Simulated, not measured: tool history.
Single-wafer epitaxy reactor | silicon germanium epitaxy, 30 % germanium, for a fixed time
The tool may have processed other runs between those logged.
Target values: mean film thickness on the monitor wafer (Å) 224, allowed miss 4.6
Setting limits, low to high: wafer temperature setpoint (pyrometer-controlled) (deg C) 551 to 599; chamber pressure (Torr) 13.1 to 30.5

run  hour  wafer temperature setpoint (pyrometer-controlled) (deg C)  chamber pressure (Torr)  mean film thickness on the monitor wafer (Å)
  1     0                                                        575                     21.8                                        359.58
  2   5.8                                                        575                     24.2                                        375.03
  3  11.9                                                        572                     23.8                                        346.86
  4    19                                                        572                     21.2                                        333.56
  5  20.8                                                        572                     23.3                                        345.59
  6  24.4                                                        569                     23.2                                        324.88
  7    30                                                        567                     23.1                                        310.55
  8  31.7                                                        555                     22.3                                        231.81

Next run, 5 choices. One meets every target within its allowed miss, the rest don't. Which?
  A  33.4                                                        557                     21.6                                             ?
  B  33.4                                                        554                     24.3                                             ?
  C  33.4                                                        554                     22.3                                             ?
  D  33.4                                                        560                     16.2                                             ?
  E  33.4                                                        557                     21.3                                             ?

move  mean film thickness on the monitor wafer (Å)
   A                                        239.43
   B                                        233.17
   C                                        225.91
   D                                        231.27
   E                                        238.21
A: its largest miss is bigger than the last run's
B: its largest miss is bigger than the last run's
C: all results in spec
D: better than the last run, though not everything is in spec
E: its largest miss is bigger than the last run's
Go with C: it meets all targets.

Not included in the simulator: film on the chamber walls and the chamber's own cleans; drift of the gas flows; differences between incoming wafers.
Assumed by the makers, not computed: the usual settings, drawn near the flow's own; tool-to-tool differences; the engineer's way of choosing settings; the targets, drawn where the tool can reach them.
